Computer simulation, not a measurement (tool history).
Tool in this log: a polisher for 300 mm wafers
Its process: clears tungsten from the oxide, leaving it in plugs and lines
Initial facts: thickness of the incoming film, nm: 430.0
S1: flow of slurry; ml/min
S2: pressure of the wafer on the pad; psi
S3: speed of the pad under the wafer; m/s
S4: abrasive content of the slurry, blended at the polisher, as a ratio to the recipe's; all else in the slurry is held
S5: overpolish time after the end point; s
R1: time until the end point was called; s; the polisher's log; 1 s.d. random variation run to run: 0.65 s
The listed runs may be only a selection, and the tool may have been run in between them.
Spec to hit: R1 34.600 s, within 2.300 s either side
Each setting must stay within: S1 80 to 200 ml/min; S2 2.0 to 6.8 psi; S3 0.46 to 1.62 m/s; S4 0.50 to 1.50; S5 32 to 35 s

{"run": 1, "day": 0.0, "S1": 130, "S2": 4.4, "S3": 1.04, "S4": 1.0, "S5": 32, "R1": 61.554}
{"run": 2, "day": 0.075, "S1": 130, "S2": 3.4, "S3": 1.04, "S4": 1.0, "S5": 32, "R1": 76.551}
{"run": 3, "day": 0.129, "S1": 130, "S2": 3.7, "S3": 1.06, "S4": 1.0, "S5": 32, "R1": 66.122}
{"run": 4, "day": 0.408, "S1": 130, "S2": 3.7, "S3": 1.06, "S4": 0.85, "S5": 32, "R1": 71.667}
{"run": 5, "day": 0.562, "S1": 130, "S2": 3.7, "S3": 1.06, "S4": 1.05, "S5": 32, "R1": 65.359}
{"run": 6, "day": 0.662, "S1": 130, "S2": 4.0, "S3": 1.08, "S4": 1.05, "S5": 32, "R1": 60.35}
{"run": 7, "day": 1.038, "S1": 130, "S2": 4.3, "S3": 1.08, "S4": 1.05, "S5": 32, "R1": 57.895}
{"run": 8, "day": 1.275, "S1": 130, "S2": 4.5, "S3": 1.1, "S4": 1.05, "S5": 32, "R1": 53.901}
{"run": 9, "day": 1.55, "S1": 130, "S2": 4.5, "S3": 1.1, "S4": 1.05, "S5": 32, "R1": 55.834}
{"run": 10, "day": 1.829, "S1": 135, "S2": 5.7, "S3": 1.18, "S4": 1.05, "S5": 32, "R1": 39.804}

Exactly one of the 5 candidate moves below puts every result within its allowed miss. Which one?
{"run": "A", "day": 2.108, "S1": 120, "S2": 5.4, "S3": 1.18, "S4": 1.2, "S5": 32, "R1": "?"}
{"run": "B", "day": 2.108, "S1": 115, "S2": 6.1, "S3": 1.34, "S4": 0.95, "S5": 33, "R1": "?"}
{"run": "C", "day": 2.108, "S1": 110, "S2": 5.7, "S3": 1.24, "S4": 1.0, "S5": 35, "R1": "?"}
{"run": "D", "day": 2.108, "S1": 170, "S2": 5.8, "S3": 1.08, "S4": 1.0, "S5": 35, "R1": "?"}
{"run": "E", "day": 2.108, "S1": 125, "S2": 5.0, "S3": 1.32, "S4": 0.85, "S5": 32, "R1": "?"}

move=A R1=41.822
move=B R1=34.620
move=C R1=39.976
move=D R1=41.105
move=E R1=42.664
A: misses by more than the last run did
B: meets every target
C: about as far from the targets as the last run
D: misses by more than the last run did
E: misses by more than the last run did
B meets every target.
